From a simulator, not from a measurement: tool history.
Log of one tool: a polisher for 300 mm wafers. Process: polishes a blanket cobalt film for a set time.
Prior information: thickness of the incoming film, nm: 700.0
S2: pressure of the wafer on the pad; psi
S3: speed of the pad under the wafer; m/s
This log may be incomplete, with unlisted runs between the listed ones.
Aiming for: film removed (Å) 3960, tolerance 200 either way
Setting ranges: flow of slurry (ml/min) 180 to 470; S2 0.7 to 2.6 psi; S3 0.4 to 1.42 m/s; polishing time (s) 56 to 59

{"run": 1, "hour": 0.0, "flow of slurry (ml/min)": 300, "S2": 1.6, "S3": 0.9, "polishing time (s)": 56, "film removed (Å)": 1902}
{"run": 2, "hour": 3.3, "flow of slurry (ml/min)": 300, "S2": 1.6, "S3": 1.12, "polishing time (s)": 56, "film removed (Å)": 2428.2}
{"run": 3, "hour": 8.4, "flow of slurry (ml/min)": 300, "S2": 2, "S3": 1.12, "polishing time (s)": 56, "film removed (Å)": 3052.6}
{"run": 4, "hour": 16.9, "flow of slurry (ml/min)": 375, "S2": 2, "S3": 1.12, "polishing time (s)": 56, "film removed (Å)": 3097.4}
{"run": 5, "hour": 19.2, "flow of slurry (ml/min)": 375, "S2": 2.1, "S3": 1.12, "polishing time (s)": 56, "film removed (Å)": 3214.7}
{"run": 6, "hour": 22.3, "flow of slurry (ml/min)": 375, "S2": 2.2, "S3": 1.12, "polishing time (s)": 56, "film removed (Å)": 3370.5}
{"run": 7, "hour": 24.5, "flow of slurry (ml/min)": 375, "S2": 2.3, "S3": 1.12, "polishing time (s)": 56, "film removed (Å)": 3623.1}
{"run": 8, "hour": 29.7, "flow of slurry (ml/min)": 375, "S2": 2.4, "S3": 1.12, "polishing time (s)": 56, "film removed (Å)": 3600.7}

Exercise: of the 5 proposed moves below, exactly one satisfies all targets within the stated allowed misses. Which move is it?
{"run": "A", "hour": 34.9, "flow of slurry (ml/min)": 365, "S2": 2.6, "S3": 1.18, "polishing time (s)": 59, "film removed (Å)": "?"}
{"run": "B", "hour": 34.9, "flow of slurry (ml/min)": 435, "S2": 2.6, "S3": 0.96, "polishing time (s)": 56, "film removed (Å)": "?"}
{"run": "C", "hour": 34.9, "flow of slurry (ml/min)": 380, "S2": 2.6, "S3": 1.02, "polishing time (s)": 59, "film removed (Å)": "?"}
{"run": "D", "hour": 34.9, "flow of slurry (ml/min)": 335, "S2": 2.1, "S3": 1.1, "polishing time (s)": 56, "film removed (Å)": "?"}
{"run": "E", "hour": 34.9, "flow of slurry (ml/min)": 270, "S2": 2.2, "S3": 1.2, "polishing time (s)": 56, "film removed (Å)": "?"}

move=A film_removed_(Å)=4544.3
move=B film_removed_(Å)=3592.2
move=C film_removed_(Å)=3960.1
move=D film_removed_(Å)=3234.2
move=E film_removed_(Å)=3573.7
A: takes the biggest miss from the last run beyond its target
B: roughly where the last run was
C: every result lands within tolerance
D: lands further from the targets than the last run did
E: lands further from the targets than the last run did
Go with C: it meets all targets.

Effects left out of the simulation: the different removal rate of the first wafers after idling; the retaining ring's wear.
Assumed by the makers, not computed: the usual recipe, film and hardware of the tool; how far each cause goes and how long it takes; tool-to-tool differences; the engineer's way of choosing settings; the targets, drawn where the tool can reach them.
